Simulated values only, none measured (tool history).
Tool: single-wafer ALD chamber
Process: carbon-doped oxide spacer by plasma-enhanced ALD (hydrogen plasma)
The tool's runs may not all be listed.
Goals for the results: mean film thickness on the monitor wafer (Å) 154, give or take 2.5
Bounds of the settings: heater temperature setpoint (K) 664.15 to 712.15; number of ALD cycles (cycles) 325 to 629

run    day  heater temperature setpoint (K)  number of ALD cycles (cycles)  mean film thickness on the monitor wafer (Å)
  1      0                           688.15                            477                                        207.75
  2  0.108                           688.15                            501                                        217.03
  3   0.45                           678.15                            501                                         223.1
  4  0.771                           678.15                            532                                        237.64
  5  0.838                           683.15                            483                                        210.01
  6   1.05                           685.15                            450                                        195.47
  7  1.342                           697.15                            374                                        157.18
  8  1.638                           698.15                            373                                        157.03

5 next moves are on the table. One of them brings every result within its allowed miss. Which?
  A  1.933                           697.15                            382                                             ?
  B  1.933                           694.15                            362                                             ?
  C  1.933                           700.15                            385                                             ?
  D  1.933                           699.15                            382                                             ?
  E  1.933                           695.15                            374                                             ?

move  mean film thickness on the monitor wafer (Å)
   A                                        161.55
   B                                        154.39
   C                                        161.43
   D                                        160.63
   E                                        159.06
A: its largest miss is bigger than the last run's
B: in spec on every target
C: its largest miss is bigger than the last run's
D: its largest miss is bigger than the last run's
E: its largest miss is bigger than the last run's
Go with B: it meets all targets.
